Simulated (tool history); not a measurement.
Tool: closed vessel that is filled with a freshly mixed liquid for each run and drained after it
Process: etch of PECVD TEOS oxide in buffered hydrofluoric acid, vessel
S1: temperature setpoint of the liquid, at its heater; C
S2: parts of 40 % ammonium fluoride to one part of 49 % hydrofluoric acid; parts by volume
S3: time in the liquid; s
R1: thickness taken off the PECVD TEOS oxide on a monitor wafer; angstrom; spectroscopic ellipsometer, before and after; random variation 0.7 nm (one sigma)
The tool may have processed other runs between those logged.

run	hour	S1	S2	S3	R1
1	0.0	21.0	10.0	100	1605.4
2	2.8	22.0	10.0	100	1706.0
3	9.9	23.0	10.0	100	1791.6
4	11.0	24.0	10.0	100	1889.0
5	14.5	24.0	10.0	105	1972.7
6	17.9	24.5	10.0	105	2040.6
7	22.7	25.0	10.0	105	2086.7

The next listed run, before its measurement:
8	24.5	25.5	10.0	105	?

{"run 8": {"R1": 2157.8}}

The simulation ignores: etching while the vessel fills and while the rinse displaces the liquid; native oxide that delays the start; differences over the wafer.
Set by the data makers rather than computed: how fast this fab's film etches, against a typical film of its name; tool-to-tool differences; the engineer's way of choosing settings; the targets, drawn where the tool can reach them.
